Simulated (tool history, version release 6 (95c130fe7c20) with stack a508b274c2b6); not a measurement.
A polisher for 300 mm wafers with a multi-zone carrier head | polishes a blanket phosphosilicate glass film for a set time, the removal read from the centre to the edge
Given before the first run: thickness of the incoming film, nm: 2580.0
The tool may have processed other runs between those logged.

run,hour,flow of slurry (ml/min),pressure of the head's centre zone,pressure of the head's middle zone,pressure of the head's edge zone,abrasive content of the slurry,polishing time (s),film removed at the wafer's centre (Å),film removed at mid-radius (Å),film removed at the wafer's edge (Å)
1,0,135,1,1,1,1,51,3257.3,3284.7,3362
2,1.2,140,1.01,0.99,1.03,1.05,51,3421.1,3341.6,3463
3,5.1,140,1.01,0.99,1.08,1.05,51,3446.5,3353.9,3597.2
4,6.6,140,1.01,0.96,1.08,1.05,51,3478.5,3240.9,3600.3
5,10.9,140,0.97,0.96,1.08,1.05,51,3366.2,3307.1,3514.5
6,16.2,140,0.97,0.96,1.08,1.05,40,2607.8,2573.3,2840.2
7,17.1,140,0.97,0.96,1.08,1.05,40,2562.3,2538.7,2788.5

Run 8 has not been measured yet. What should we expect?
8,25.2,130,0.99,0.97,1.1,1.15,42,?,?,?

film removed at the wafer's centre (Å): 2858.4
film removed at mid-radius (Å): 2780.4
film removed at the wafer's edge (Å): 3074.1
